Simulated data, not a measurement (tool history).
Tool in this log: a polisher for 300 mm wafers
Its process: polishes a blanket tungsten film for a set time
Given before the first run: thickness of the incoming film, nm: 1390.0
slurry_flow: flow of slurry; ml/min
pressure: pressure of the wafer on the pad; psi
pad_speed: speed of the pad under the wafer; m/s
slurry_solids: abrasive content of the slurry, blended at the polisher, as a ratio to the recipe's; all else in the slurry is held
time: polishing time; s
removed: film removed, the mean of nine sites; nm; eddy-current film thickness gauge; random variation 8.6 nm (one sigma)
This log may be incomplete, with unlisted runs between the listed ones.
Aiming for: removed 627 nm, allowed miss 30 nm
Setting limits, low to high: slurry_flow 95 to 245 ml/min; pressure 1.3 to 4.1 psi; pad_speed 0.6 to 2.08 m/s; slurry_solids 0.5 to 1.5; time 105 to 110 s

| run | hour | slurry_flow | pressure | pad_speed | slurry_solids | time | removed |
|---|---|---|---|---|---|---|---|
| 1 | 0 | 155 | 2.7 | 1.34 | 1 | 105 | 402.48 |
| 2 | 2.9 | 175 | 2.7 | 1.34 | 1 | 105 | 421.86 |
| 3 | 5 | 180 | 2.8 | 1.34 | 1 | 105 | 427.97 |
| 4 | 11.6 | 180 | 2.8 | 1.34 | 1.2 | 105 | 433.18 |
| 5 | 20.5 | 180 | 2.9 | 1.34 | 1.2 | 105 | 445.51 |
| 6 | 21.3 | 180 | 3 | 1.34 | 1.2 | 105 | 439.45 |
| 7 | 25.7 | 180 | 3.1 | 1.36 | 1.2 | 105 | 464.99 |
| 8 | 29.3 | 185 | 3.8 | 1.4 | 1.2 | 105 | 565.85 |
| 9 | 38.2 | 185 | 4 | 1.42 | 1.2 | 105 | 587.94 |

Which single option among these 4 for the next run brings every result within its allowed miss of target? Just one does.
| A | 47.1 | 190 | 4.1 | 1.68 | 1.2 | 110 | ? |
| B | 47.1 | 165 | 3.6 | 1.52 | 1.2 | 105 | ? |
| C | 47.1 | 175 | 4.1 | 1.36 | 1.2 | 105 | ? |
| D | 47.1 | 205 | 3.9 | 1.5 | 1.05 | 108 | ? |

| move | removed |
|---|---|
| A | 702.41 |
| B | 551.97 |
| C | 568.09 |
| D | 602.86 |
A: the result that was furthest off in the last run now lies on the other side of its target
B: its largest miss is bigger than the last run's
C: its largest miss is bigger than the last run's
D: all results in spec
Go with D: it meets all targets.
